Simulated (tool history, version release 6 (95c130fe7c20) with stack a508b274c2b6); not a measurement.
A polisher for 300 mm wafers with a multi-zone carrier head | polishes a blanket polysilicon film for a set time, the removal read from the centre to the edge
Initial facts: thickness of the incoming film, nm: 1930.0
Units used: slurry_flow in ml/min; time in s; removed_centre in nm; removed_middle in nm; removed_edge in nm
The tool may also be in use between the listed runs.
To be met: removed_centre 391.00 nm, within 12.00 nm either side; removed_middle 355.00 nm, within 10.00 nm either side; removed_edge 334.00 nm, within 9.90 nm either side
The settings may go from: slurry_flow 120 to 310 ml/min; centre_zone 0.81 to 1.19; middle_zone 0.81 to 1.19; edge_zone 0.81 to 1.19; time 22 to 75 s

| run | hour | slurry_flow | centre_zone | middle_zone | edge_zone | time | removed_centre | removed_middle | removed_edge |
|---|---|---|---|---|---|---|---|---|---|
| 1 | 0.0 | 200 | 1.00 | 1.00 | 1.00 | 48 | 406.32 | 418.96 | 416.22 |
| 2 | 6.0 | 195 | 1.01 | 0.99 | 0.97 | 47 | 399.69 | 396.01 | 397.02 |
| 3 | 11.1 | 230 | 1.01 | 0.99 | 0.97 | 47 | 415.31 | 416.76 | 403.65 |
| 4 | 11.9 | 225 | 1.02 | 0.99 | 0.95 | 46 | 412.89 | 398.88 | 386.95 |
| 5 | 13.5 | 225 | 1.02 | 0.99 | 0.95 | 54 | 481.50 | 469.15 | 461.77 |
| 6 | 17.0 | 225 | 1.02 | 0.99 | 0.93 | 52 | 454.94 | 455.59 | 435.68 |
| 7 | 21.4 | 225 | 1.03 | 0.98 | 0.91 | 51 | 457.42 | 442.86 | 425.34 |
| 8 | 28.3 | 225 | 1.03 | 0.97 | 0.90 | 50 | 444.03 | 429.58 | 421.10 |

Below are 5 possible settings for the next run. Only one of them brings all results inside the allowed miss of their targets. Which is it?
| A | 35.2 | 260 | 1.18 | 1.12 | 0.81 | 38 | ? | ? | ? |
| B | 35.2 | 190 | 1.00 | 1.02 | 0.93 | 58 | ? | ? | ? |
| C | 35.2 | 260 | 0.99 | 1.19 | 0.98 | 57 | ? | ? | ? |
| D | 35.2 | 180 | 1.05 | 0.83 | 1.04 | 42 | ? | ? | ? |
| E | 35.2 | 260 | 1.11 | 1.01 | 0.90 | 40 | ? | ? | ? |

| move | removed_centre | removed_middle | removed_edge |
|---|---|---|---|
| A | 398.54 | 357.71 | 304.33 |
| B | 489.85 | 498.56 | 478.51 |
| C | 501.07 | 554.27 | 497.72 |
| D | 368.40 | 324.73 | 363.57 |
| E | 394.29 | 357.58 | 336.09 |
A: the result that was furthest off in the last run now lies on the other side of its target
B: further off than the last run
C: further off than the last run
D: nearer the targets than the last run, but a result is still out of spec
E: all results land within tolerance of their targets
Answer: E
